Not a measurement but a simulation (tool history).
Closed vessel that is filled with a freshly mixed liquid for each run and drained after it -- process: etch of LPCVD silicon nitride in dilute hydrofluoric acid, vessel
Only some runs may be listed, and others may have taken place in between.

run  hour  temperature setpoint of the liquid (K)  parts of water to one part of 49 % hydrofluoric acid (parts by volume)  time in the liquid (s)  thickness taken off the LPCVD silicon nitride on a monitor wafer (Å)
  1     0                                  296.15                                                                      65                    3160                                                                 235.9
  2   6.1                                  295.65                                                                      65                    3160                                                                 227.8
  3  10.3                                  295.65                                                                      45                    3160                                                                326.56
  4  16.1                                  293.65                                                                      45                    3160                                                                 284.4
  5  18.9                                  293.65                                                                      25                    3160                                                                 501.4
  6  27.8                                  293.15                                                                      30                    3160                                                                407.32
  7  33.3                                  292.65                                                                      35                    3160                                                                338.19
  8  38.6                                  292.15                                                                      35                    3160                                                                 327.7
  9  41.2                                  291.65                                                                      35                    3160                                                                314.34
 10  48.5                                  290.65                                                                      40                    3160                                                                259.34
 11  49.8                                  290.15                                                                      45                    3160                                                                223.12

For run 12, what comes out?
 12  52.8                                  290.15                                                                      50                    3160                                                                     ?

Logged for run 12: thickness taken off the LPCVD silicon nitride on a monitor wafer (Å) 201.37.

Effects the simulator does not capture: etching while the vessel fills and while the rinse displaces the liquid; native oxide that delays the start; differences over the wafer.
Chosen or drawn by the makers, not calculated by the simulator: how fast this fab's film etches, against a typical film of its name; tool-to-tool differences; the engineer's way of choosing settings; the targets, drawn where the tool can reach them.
